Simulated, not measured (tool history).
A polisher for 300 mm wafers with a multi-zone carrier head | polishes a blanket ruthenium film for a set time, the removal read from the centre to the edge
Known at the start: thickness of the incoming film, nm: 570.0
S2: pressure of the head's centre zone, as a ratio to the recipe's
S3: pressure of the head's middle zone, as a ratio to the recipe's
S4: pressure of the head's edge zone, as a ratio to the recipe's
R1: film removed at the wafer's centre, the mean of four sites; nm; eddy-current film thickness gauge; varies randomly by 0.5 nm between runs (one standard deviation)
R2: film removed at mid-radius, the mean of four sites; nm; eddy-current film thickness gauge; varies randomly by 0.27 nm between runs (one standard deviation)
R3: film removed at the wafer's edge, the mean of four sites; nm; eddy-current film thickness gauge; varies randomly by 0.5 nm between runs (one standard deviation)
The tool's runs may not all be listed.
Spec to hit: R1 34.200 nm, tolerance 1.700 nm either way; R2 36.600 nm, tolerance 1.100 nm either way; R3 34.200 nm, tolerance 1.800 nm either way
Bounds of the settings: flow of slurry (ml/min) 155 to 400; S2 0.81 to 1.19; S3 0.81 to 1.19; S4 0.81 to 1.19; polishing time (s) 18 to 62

run 1 hour=0.0 | flow_of_slurry_(ml/min)=255 S2=1.00 S3=1.00 S4=1.00 polishing_time_(s)=40 | R1=56.237 R2=60.251 R3=58.121
run 2 hour=7.1 | flow_of_slurry_(ml/min)=255 S2=1.00 S3=1.00 S4=1.00 polishing_time_(s)=49 | R1=69.605 R2=74.543 R3=73.311
run 3 hour=7.9 | flow_of_slurry_(ml/min)=255 S2=1.00 S3=1.00 S4=1.00 polishing_time_(s)=59 | R1=82.893 R2=88.201 R3=88.499
run 4 hour=15.3 | flow_of_slurry_(ml/min)=255 S2=1.00 S3=1.00 S4=1.00 polishing_time_(s)=55 | R1=78.642 R2=81.962 R3=81.355
run 5 hour=23.9 | flow_of_slurry_(ml/min)=195 S2=1.00 S3=1.00 S4=1.00 polishing_time_(s)=55 | R1=75.273 R2=80.337 R3=79.661
run 6 hour=29.5 | flow_of_slurry_(ml/min)=195 S2=1.00 S3=1.03 S4=1.00 polishing_time_(s)=55 | R1=77.665 R2=82.039 R3=80.976
run 7 hour=30.9 | flow_of_slurry_(ml/min)=195 S2=1.00 S3=1.00 S4=0.98 polishing_time_(s)=49 | R1=68.294 R2=71.210 R3=69.218
run 8 hour=37.9 | flow_of_slurry_(ml/min)=190 S2=0.98 S3=0.98 S4=0.96 polishing_time_(s)=44 | R1=58.999 R2=63.221 R3=62.426
run 9 hour=45.2 | flow_of_slurry_(ml/min)=185 S2=0.98 S3=0.98 S4=0.95 polishing_time_(s)=39 | R1=51.434 R2=55.573 R3=55.544
run 10 hour=47.1 | flow_of_slurry_(ml/min)=190 S2=0.99 S3=0.99 S4=0.94 polishing_time_(s)=35 | R1=47.416 R2=49.888 R3=49.174
run 11 hour=52.2 | flow_of_slurry_(ml/min)=190 S2=0.99 S3=1.00 S4=0.93 polishing_time_(s)=33 | R1=45.463 R2=48.097 R3=46.822
run 12 hour=53.3 | flow_of_slurry_(ml/min)=190 S2=0.99 S3=1.01 S4=0.92 polishing_time_(s)=31 | R1=42.770 R2=45.781 R3=43.487

Exactly one of the 4 candidate moves below puts every result within its allowed miss. Which one?
run A hour=54.4 | flow_of_slurry_(ml/min)=200 S2=0.98 S3=1.19 S4=0.81 polishing_time_(s)=39 | R1=? R2=? R3=?
run B hour=54.4 | flow_of_slurry_(ml/min)=195 S2=0.89 S3=0.87 S4=0.87 polishing_time_(s)=25 | R1=? R2=? R3=?
run C hour=54.4 | flow_of_slurry_(ml/min)=155 S2=1.10 S3=0.86 S4=0.97 polishing_time_(s)=27 | R1=? R2=? R3=?
run D hour=54.4 | flow_of_slurry_(ml/min)=155 S2=0.97 S3=0.98 S4=0.82 polishing_time_(s)=26 | R1=? R2=? R3=?

move=A R1=53.078 R2=64.340 R3=52.038
move=B R1=30.706 R2=33.009 R3=34.471
move=C R1=39.571 R2=34.196 R3=38.234
move=D R1=33.594 R2=36.022 R3=34.052
A: the biggest miss grows against the last run
B: moves the result that the last run missed by most past its target, out the other side
C: moves the result that the last run missed by most past its target, out the other side
D: meets every target
Correct choice: D, which meets every target

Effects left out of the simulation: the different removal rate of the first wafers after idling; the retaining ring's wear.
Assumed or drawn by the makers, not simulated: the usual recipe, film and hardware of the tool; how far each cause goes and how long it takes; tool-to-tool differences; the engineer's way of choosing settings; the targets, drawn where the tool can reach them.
